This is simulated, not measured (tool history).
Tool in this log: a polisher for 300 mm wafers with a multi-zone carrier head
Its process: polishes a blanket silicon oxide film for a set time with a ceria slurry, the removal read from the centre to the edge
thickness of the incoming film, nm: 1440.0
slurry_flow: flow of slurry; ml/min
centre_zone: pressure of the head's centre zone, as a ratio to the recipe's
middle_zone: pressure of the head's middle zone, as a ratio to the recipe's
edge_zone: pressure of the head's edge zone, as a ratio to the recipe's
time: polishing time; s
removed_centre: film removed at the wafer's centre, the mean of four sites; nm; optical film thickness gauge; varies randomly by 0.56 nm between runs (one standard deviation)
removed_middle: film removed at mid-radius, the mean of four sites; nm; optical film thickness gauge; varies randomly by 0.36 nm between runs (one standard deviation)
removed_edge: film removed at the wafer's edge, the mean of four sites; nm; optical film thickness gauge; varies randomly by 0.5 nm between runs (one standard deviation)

run  hour  slurry_flow  centre_zone  middle_zone  edge_zone  time  removed_centre  removed_middle  removed_edge
  1     0          150            1            1          1    34          100.47           101.9        102.21
  2     1          140         1.01         0.96       0.95    28          83.074          79.443        81.394
  3   4.2          140         1.01         0.96       0.95    20          59.493          56.484        58.614
  4     6          140         1.01         0.96       0.95    25          73.702          71.385        73.797
  5  11.3          150         1.04         0.97       0.97    22            67.8          64.181        65.244
  6  14.6          150         1.04         0.97       0.97    30          92.857          87.974        88.332
  7  19.6          155         1.03         0.95       0.94    26          81.196          74.387        76.371
  8  21.3          150         1.02         0.94       0.91    23          70.355          64.601        65.162
  9  24.6          150            1         0.92       0.88    22          65.705          60.732        62.743
 10  26.4          145            1         0.91       0.86    21          62.067           57.29        59.231
 11  32.9          135         1.01         0.91       0.84    21          59.844          56.342         57.52
 12  39.5          130         1.03          0.9       0.83    21          62.394          54.939         56.39

For run 13, what comes out?
 13  44.6          120         1.03          0.9       0.82    21               ?               ?             ?

Run 13 produced removed_centre 59.909 nm, removed_middle 54.581 nm, removed_edge 55.827 nm.

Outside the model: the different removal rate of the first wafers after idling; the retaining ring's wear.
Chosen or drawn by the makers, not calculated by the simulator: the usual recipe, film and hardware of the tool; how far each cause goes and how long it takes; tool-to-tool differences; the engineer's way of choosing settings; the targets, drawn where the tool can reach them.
